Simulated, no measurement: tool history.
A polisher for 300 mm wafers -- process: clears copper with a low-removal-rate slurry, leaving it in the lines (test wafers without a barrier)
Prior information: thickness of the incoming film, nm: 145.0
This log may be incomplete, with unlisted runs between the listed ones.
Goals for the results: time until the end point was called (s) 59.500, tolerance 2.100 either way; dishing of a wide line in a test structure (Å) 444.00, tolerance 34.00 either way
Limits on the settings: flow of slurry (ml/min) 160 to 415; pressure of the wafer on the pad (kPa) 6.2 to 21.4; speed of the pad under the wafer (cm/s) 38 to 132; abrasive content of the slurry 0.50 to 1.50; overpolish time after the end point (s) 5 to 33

| run | hour | flow of slurry (ml/min) | pressure of the wafer on the pad (kPa) | speed of the pad under the wafer (cm/s) | abrasive content of the slurry | overpolish time after the end point (s) | time until the end point was called (s) | dishing of a wide line in a test structure (Å) |
|---|---|---|---|---|---|---|---|---|
| 1 | 0.0 | 265 | 13.8 | 84 | 1.00 | 17 | 85.315 | 216.22 |
| 2 | 6.3 | 240 | 13.8 | 84 | 1.00 | 17 | 87.636 | 219.39 |
| 3 | 9.8 | 240 | 16.5 | 84 | 1.00 | 17 | 75.671 | 259.70 |
| 4 | 12.4 | 240 | 16.5 | 68 | 1.00 | 17 | 91.007 | 217.75 |
| 5 | 13.1 | 240 | 13.8 | 68 | 1.00 | 17 | 105.340 | 172.10 |
| 6 | 21.7 | 250 | 16.5 | 72 | 1.00 | 18 | 85.671 | 225.01 |
| 7 | 23.7 | 255 | 17.9 | 74 | 1.00 | 20 | 78.564 | 282.63 |
| 8 | 28.2 | 260 | 19.3 | 76 | 1.00 | 21 | 72.066 | 318.44 |
| 9 | 32.5 | 260 | 20.0 | 78 | 1.00 | 22 | 68.279 | 327.01 |
| 10 | 33.8 | 260 | 20.7 | 80 | 1.00 | 24 | 64.958 | 386.58 |
| 11 | 35.6 | 260 | 20.7 | 82 | 1.00 | 24 | 64.298 | 395.95 |
| 12 | 39.8 | 265 | 20.7 | 84 | 1.00 | 24 | 61.818 | 416.17 |
| 13 | 47.1 | 270 | 20.7 | 84 | 1.00 | 24 | 61.619 | 405.34 |

Below are 5 possible settings for the next run. Only one of them brings all results inside the allowed miss of their targets. Which is it?
| A | 54.4 | 315 | 21.4 | 76 | 1.05 | 25 | ? | ? |
| B | 54.4 | 295 | 20.0 | 100 | 0.90 | 21 | ? | ? |
| C | 54.4 | 295 | 20.0 | 90 | 0.95 | 27 | ? | ? |
| D | 54.4 | 270 | 21.4 | 96 | 1.00 | 24 | ? | ? |
| E | 54.4 | 245 | 21.4 | 92 | 1.00 | 20 | ? | ? |

| move | time until the end point was called (s) | dishing of a wide line in a test structure (Å) |
|---|---|---|
| A | 64.943 | 413.15 |
| B | 56.228 | 401.37 |
| C | 60.953 | 463.60 |
| D | 53.938 | 466.97 |
| E | 56.529 | 384.19 |
A: corrects the largest miss of the last run, while another result sits out of spec
B: lands further from the targets than the last run did
C: each result inside its tolerance
D: corrects the largest miss of the last run, while another result sits out of spec
E: lands further from the targets than the last run did
The right move is C.

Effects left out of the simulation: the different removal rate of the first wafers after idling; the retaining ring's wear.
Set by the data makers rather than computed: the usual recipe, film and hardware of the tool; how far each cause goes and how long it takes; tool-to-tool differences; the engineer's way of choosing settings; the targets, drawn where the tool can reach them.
